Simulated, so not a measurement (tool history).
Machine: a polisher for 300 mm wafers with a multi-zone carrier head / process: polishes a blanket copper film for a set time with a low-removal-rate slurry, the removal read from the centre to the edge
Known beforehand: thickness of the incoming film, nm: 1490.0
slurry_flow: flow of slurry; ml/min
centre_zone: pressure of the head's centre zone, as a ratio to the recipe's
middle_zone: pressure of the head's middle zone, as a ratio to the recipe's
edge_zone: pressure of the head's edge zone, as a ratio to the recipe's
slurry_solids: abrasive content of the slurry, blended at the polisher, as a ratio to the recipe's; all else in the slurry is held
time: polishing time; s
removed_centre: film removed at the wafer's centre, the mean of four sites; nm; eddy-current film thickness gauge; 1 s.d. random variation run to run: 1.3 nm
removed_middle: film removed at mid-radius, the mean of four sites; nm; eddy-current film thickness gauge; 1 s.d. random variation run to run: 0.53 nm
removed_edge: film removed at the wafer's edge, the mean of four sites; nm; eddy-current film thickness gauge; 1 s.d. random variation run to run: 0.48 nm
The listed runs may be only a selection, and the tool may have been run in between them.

run,hour,slurry_flow,centre_zone,middle_zone,edge_zone,slurry_solids,time,removed_centre,removed_middle,removed_edge
1,0.0,315,1.00,1.00,1.00,1.00,39,73.986,71.592,72.234
2,1.1,315,0.94,1.00,1.00,1.00,39,67.999,70.846,71.648
3,7.2,325,0.97,1.03,1.02,1.05,39,71.846,74.478,72.798
4,15.0,330,0.99,1.04,1.04,1.10,39,73.670,75.550,73.207
5,17.0,330,1.03,1.04,1.04,1.10,39,78.856,74.607,74.633
6,17.7,330,1.03,1.04,1.00,1.10,39,77.040,74.488,72.633

Forecast run 7:
7,23.1,335,1.03,1.06,1.03,1.15,39,?,?,?

{"run 7": {"removed_centre": 78.5, "removed_middle": 76.221, "removed_edge": 74.631}}
